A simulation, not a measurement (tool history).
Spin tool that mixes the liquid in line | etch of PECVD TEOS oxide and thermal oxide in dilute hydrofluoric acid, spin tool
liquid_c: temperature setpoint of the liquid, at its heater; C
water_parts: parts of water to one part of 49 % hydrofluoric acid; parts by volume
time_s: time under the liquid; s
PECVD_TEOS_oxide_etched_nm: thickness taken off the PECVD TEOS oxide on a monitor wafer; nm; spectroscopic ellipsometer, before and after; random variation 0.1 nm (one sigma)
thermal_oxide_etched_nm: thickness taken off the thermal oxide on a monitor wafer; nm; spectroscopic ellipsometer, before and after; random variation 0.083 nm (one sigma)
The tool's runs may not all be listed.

{"run": 1, "hour": 0.0, "liquid_c": 25, "water_parts": 280, "time_s": 180, "PECVD_TEOS_oxide_etched_nm": 7.7963, "thermal_oxide_etched_nm": 2.9433}
{"run": 2, "hour": 6.5, "liquid_c": 25, "water_parts": 350, "time_s": 180, "PECVD_TEOS_oxide_etched_nm": 5.8277, "thermal_oxide_etched_nm": 2.2131}
{"run": 3, "hour": 13.6, "liquid_c": 25, "water_parts": 390, "time_s": 180, "PECVD_TEOS_oxide_etched_nm": 5.0003, "thermal_oxide_etched_nm": 1.9352}
{"run": 4, "hour": 22.5, "liquid_c": 26, "water_parts": 365, "time_s": 180, "PECVD_TEOS_oxide_etched_nm": 5.7108, "thermal_oxide_etched_nm": 2.1949}
{"hour": 27.7, "done": "hydrofluoric acid flow meter replaced"}
{"run": 5, "hour": 27.7, "liquid_c": 26, "water_parts": 455, "time_s": 180, "PECVD_TEOS_oxide_etched_nm": 3.6789, "thermal_oxide_etched_nm": 1.4371}
{"run": 6, "hour": 33.7, "liquid_c": 23.5, "water_parts": 455, "time_s": 180, "PECVD_TEOS_oxide_etched_nm": 3.4743, "thermal_oxide_etched_nm": 1.3309}
{"run": 7, "hour": 38.2, "liquid_c": 24.5, "water_parts": 425, "time_s": 180, "PECVD_TEOS_oxide_etched_nm": 3.8922, "thermal_oxide_etched_nm": 1.4685}
{"run": 8, "hour": 43.2, "liquid_c": 25.5, "water_parts": 400, "time_s": 180, "PECVD_TEOS_oxide_etched_nm": 4.3447, "thermal_oxide_etched_nm": 1.663}
{"run": 9, "hour": 47.6, "liquid_c": 26, "water_parts": 370, "time_s": 180, "PECVD_TEOS_oxide_etched_nm": 4.9843, "thermal_oxide_etched_nm": 1.9274}
{"run": 10, "hour": 54.9, "liquid_c": 26, "water_parts": 340, "time_s": 180, "PECVD_TEOS_oxide_etched_nm": 5.6072, "thermal_oxide_etched_nm": 2.0673}
{"run": 11, "hour": 63.2, "liquid_c": 25, "water_parts": 315, "time_s": 180, "PECVD_TEOS_oxide_etched_nm": 5.9334, "thermal_oxide_etched_nm": 2.2545}
{"run": 12, "hour": 68.7, "liquid_c": 26, "water_parts": 295, "time_s": 180, "PECVD_TEOS_oxide_etched_nm": 6.7183, "thermal_oxide_etched_nm": 2.5357}
{"run": 13, "hour": 74.5, "liquid_c": 26, "water_parts": 270, "time_s": 180, "PECVD_TEOS_oxide_etched_nm": 7.5437, "thermal_oxide_etched_nm": 2.7796}

Forecast run 14:
{"run": 14, "hour": 81.0, "liquid_c": 25, "water_parts": 250, "time_s": 180, "PECVD_TEOS_oxide_etched_nm": "?", "thermal_oxide_etched_nm": "?"}

PECVD_TEOS_oxide_etched_nm: 8.0331 nm
thermal_oxide_etched_nm: 3.0365 nm

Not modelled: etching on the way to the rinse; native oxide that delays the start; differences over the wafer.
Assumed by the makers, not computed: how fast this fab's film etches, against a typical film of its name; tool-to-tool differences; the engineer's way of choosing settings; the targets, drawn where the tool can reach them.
